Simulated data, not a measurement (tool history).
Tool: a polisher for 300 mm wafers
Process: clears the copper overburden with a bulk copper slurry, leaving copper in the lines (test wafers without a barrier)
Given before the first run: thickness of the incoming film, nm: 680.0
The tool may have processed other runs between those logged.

run  hour  flow of slurry (ml/min)  pressure of the wafer on the pad (kPa)  speed of the pad under the wafer (cm/s)  abrasive content of the slurry  overpolish time after the end point (s)  time until the end point was called (s)  dishing of a wide line in a test structure (nm)
  1   0.0                      255                                    20.0                                       94                            1.00                                       23                                   82.749                                           97.666
  2   1.9                      255                                    20.0                                       94                            0.85                                       23                                   87.212                                           96.623
  3  10.2                      255                                    18.6                                       94                            0.95                                       21                                   89.675                                           88.771
  4  16.7                      255                                    18.6                                       94                            0.95                                       14                                   90.662                                           66.555
  5  20.4                      255                                    17.2                                       94                            0.95                                       13                                   95.952                                           59.384
     24.9  -- slurry nozzle cleaned
  6  24.9                      255                                    17.2                                       94                            0.80                                       13                                   98.929                                           58.051
  7  27.1                      255                                    16.5                                       94                            0.80                                       13                                   97.219                                           59.160
  8  35.7                      255                                    15.9                                       94                            0.80                                       13                                  104.180                                           55.328

Predict the results of run 9:
  9  37.6                      255                                    15.2                                       94                            0.80                                       13                                        ?                                                ?

Run 9 gave time until the end point was called (s) 108.510, dishing of a wide line in a test structure (nm) 54.474.
